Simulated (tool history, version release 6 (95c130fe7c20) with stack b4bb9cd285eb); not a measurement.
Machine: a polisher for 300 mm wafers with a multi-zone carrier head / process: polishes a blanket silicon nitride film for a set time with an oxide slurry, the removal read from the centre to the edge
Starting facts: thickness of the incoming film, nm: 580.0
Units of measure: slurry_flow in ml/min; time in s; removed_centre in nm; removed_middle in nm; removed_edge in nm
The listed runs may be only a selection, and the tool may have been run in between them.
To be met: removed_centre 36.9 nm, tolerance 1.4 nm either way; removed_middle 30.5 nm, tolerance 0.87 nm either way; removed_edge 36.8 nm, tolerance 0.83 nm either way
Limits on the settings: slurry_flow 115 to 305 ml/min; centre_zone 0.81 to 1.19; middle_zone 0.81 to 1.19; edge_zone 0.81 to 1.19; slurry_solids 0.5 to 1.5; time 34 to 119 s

Run 1, hour 0: slurry_flow 195 ml/min, centre_zone 1, middle_zone 1, edge_zone 1, slurry_solids 1, time 76 s. Result: removed_centre 38.49 nm, removed_middle 39.034 nm, removed_edge 38.969 nm.
Run 2, hour 3.7: slurry_flow 185 ml/min, centre_zone 1, middle_zone 0.97, edge_zone 1, slurry_solids 1, time 76 s. Result: removed_centre 38.954 nm, removed_middle 38.199 nm, removed_edge 38.99 nm.
Run 3, hour 12.1: slurry_flow 185 ml/min, centre_zone 1, middle_zone 1.03, edge_zone 1, slurry_solids 1, time 76 s. Result: removed_centre 38.05 nm, removed_middle 39.51 nm, removed_edge 38.367 nm.
Run 4, hour 19: slurry_flow 145 ml/min, centre_zone 1, middle_zone 1.03, edge_zone 1, slurry_solids 1, time 76 s. Result: removed_centre 36.02 nm, removed_middle 38.114 nm, removed_edge 37.806 nm.
Run 5, hour 25.1: slurry_flow 145 ml/min, centre_zone 0.97, middle_zone 1.03, edge_zone 1, slurry_solids 1, time 76 s. Result: removed_centre 35.832 nm, removed_middle 37.433 nm, removed_edge 37.849 nm.
Run 6, hour 31.7: slurry_flow 140 ml/min, centre_zone 0.98, middle_zone 1, edge_zone 1, slurry_solids 1, time 76 s. Result: removed_centre 36.355 nm, removed_middle 37.098 nm, removed_edge 38.051 nm.
Run 7, hour 37.9: slurry_flow 135 ml/min, centre_zone 0.99, middle_zone 0.97, edge_zone 1, slurry_solids 1, time 76 s. Result: removed_centre 35.987 nm, removed_middle 36.044 nm, removed_edge 37.485 nm.
Run 8, hour 42.6: slurry_flow 130 ml/min, centre_zone 1.01, middle_zone 0.94, edge_zone 1.02, slurry_solids 1, time 76 s. Result: removed_centre 36.706 nm, removed_middle 34.882 nm, removed_edge 37.934 nm.
Run 9, hour 44.3: slurry_flow 130 ml/min, centre_zone 1.02, middle_zone 0.92, edge_zone 1.02, slurry_solids 1, time 76 s. Result: removed_centre 37.324 nm, removed_middle 34.486 nm, removed_edge 37.705 nm.

Which one of the following 4 next-run settings gets every result inside its allowed miss? There is exactly one.
Run A, hour 46: slurry_flow 155 ml/min, centre_zone 1.11, middle_zone 0.84, edge_zone 0.95, slurry_solids 1.3, time 67 s. Result: removed_centre ?, removed_middle ?, removed_edge ?.
Run B, hour 46: slurry_flow 120 ml/min, centre_zone 1.04, middle_zone 0.81, edge_zone 1.1, slurry_solids 1.05, time 74 s. Result: removed_centre ?, removed_middle ?, removed_edge ?.
Run C, hour 46: slurry_flow 145 ml/min, centre_zone 1.03, middle_zone 0.81, edge_zone 1.02, slurry_solids 1, time 73 s. Result: removed_centre ?, removed_middle ?, removed_edge ?.
Run D, hour 46: slurry_flow 130 ml/min, centre_zone 1.09, middle_zone 0.85, edge_zone 1.02, slurry_solids 0.95, time 79 s. Result: removed_centre ?, removed_middle ?, removed_edge ?.

move  removed_centre  removed_middle  removed_edge
   A          41.058          32.071        36.629
   B          36.858          30.067         38.41
   C          36.447          29.899         36.45
   D          39.906           32.16        37.949
A: gains on the last run, yet a result remains outside its allowed miss
B: the worst result of the last run now meets its target, but another is out of spec
C: in spec on every target
D: gains on the last run, yet a result remains outside its allowed miss
C is the move that brings every result within its allowed miss.
